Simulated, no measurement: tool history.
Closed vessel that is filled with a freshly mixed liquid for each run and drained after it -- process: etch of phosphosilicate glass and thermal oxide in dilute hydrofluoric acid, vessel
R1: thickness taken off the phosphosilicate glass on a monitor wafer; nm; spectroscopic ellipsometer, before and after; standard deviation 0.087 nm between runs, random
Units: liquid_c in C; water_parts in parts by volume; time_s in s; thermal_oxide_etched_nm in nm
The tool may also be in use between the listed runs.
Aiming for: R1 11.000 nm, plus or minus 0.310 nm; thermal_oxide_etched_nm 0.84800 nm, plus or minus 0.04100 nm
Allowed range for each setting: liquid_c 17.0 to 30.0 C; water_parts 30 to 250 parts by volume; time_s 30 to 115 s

Run 1, hour 0.0: liquid_c 22.0 C, water_parts 140 parts by volume, time_s 60 s. Result: R1 20.537 nm, thermal_oxide_etched_nm 1.56160 nm.
Run 2, hour 5.6: liquid_c 23.5 C, water_parts 140 parts by volume, time_s 60 s. Result: R1 22.087 nm, thermal_oxide_etched_nm 1.67270 nm.
Run 3, hour 12.2: liquid_c 25.5 C, water_parts 140 parts by volume, time_s 60 s. Result: R1 23.581 nm, thermal_oxide_etched_nm 1.79740 nm.
Run 4, hour 13.7: liquid_c 25.5 C, water_parts 160 parts by volume, time_s 60 s. Result: R1 20.052 nm, thermal_oxide_etched_nm 1.58490 nm.
Run 5, hour 16.4: liquid_c 25.5 C, water_parts 195 parts by volume, time_s 60 s. Result: R1 15.723 nm, thermal_oxide_etched_nm 1.23480 nm.
Run 6, hour 17.6: liquid_c 27.0 C, water_parts 195 parts by volume, time_s 60 s. Result: R1 16.949 nm, thermal_oxide_etched_nm 1.27250 nm.
Run 7, hour 22.8: liquid_c 26.0 C, water_parts 195 parts by volume, time_s 60 s. Result: R1 16.147 nm, thermal_oxide_etched_nm 1.25460 nm.
Run 8, hour 23.9: liquid_c 25.0 C, water_parts 195 parts by volume, time_s 60 s. Result: R1 15.218 nm, thermal_oxide_etched_nm 1.21260 nm.
Run 9, hour 29.0: liquid_c 24.5 C, water_parts 195 parts by volume, time_s 60 s. Result: R1 15.266 nm, thermal_oxide_etched_nm 1.19810 nm.
Run 10, hour 38.2: liquid_c 23.5 C, water_parts 195 parts by volume, time_s 60 s. Result: R1 14.665 nm, thermal_oxide_etched_nm 1.13190 nm.
Run 11, hour 43.3: liquid_c 19.5 C, water_parts 205 parts by volume, time_s 60 s. Result: R1 11.928 nm, thermal_oxide_etched_nm 0.95205 nm.
Run 12, hour 52.4: liquid_c 18.5 C, water_parts 205 parts by volume, time_s 60 s. Result: R1 11.287 nm, thermal_oxide_etched_nm 0.89493 nm.

5 next moves are on the table. One of them brings every result within its allowed miss. Which?
Run A, hour 61.5: liquid_c 18.5 C, water_parts 210 parts by volume, time_s 65 s. Result: R1 ?, thermal_oxide_etched_nm ?.
Run B, hour 61.5: liquid_c 18.0 C, water_parts 195 parts by volume, time_s 55 s. Result: R1 ?, thermal_oxide_etched_nm ?.
Run C, hour 61.5: liquid_c 19.5 C, water_parts 195 parts by volume, time_s 55 s. Result: R1 ?, thermal_oxide_etched_nm ?.
Run D, hour 61.5: liquid_c 18.0 C, water_parts 185 parts by volume, time_s 55 s. Result: R1 ?, thermal_oxide_etched_nm ?.
Run E, hour 61.5: liquid_c 17.0 C, water_parts 225 parts by volume, time_s 75 s. Result: R1 ?, thermal_oxide_etched_nm ?.

move      R1  thermal_oxide_etched_nm
   A  11.987                  0.92706
   B  10.874                  0.84097
   C  11.528                  0.89154
   D  11.577                  0.89534
   E  12.003                  0.92830
A: its largest miss is bigger than the last run's
B: in spec on every target
C: its largest miss is bigger than the last run's
D: its largest miss is bigger than the last run's
E: its largest miss is bigger than the last run's
Answer: B

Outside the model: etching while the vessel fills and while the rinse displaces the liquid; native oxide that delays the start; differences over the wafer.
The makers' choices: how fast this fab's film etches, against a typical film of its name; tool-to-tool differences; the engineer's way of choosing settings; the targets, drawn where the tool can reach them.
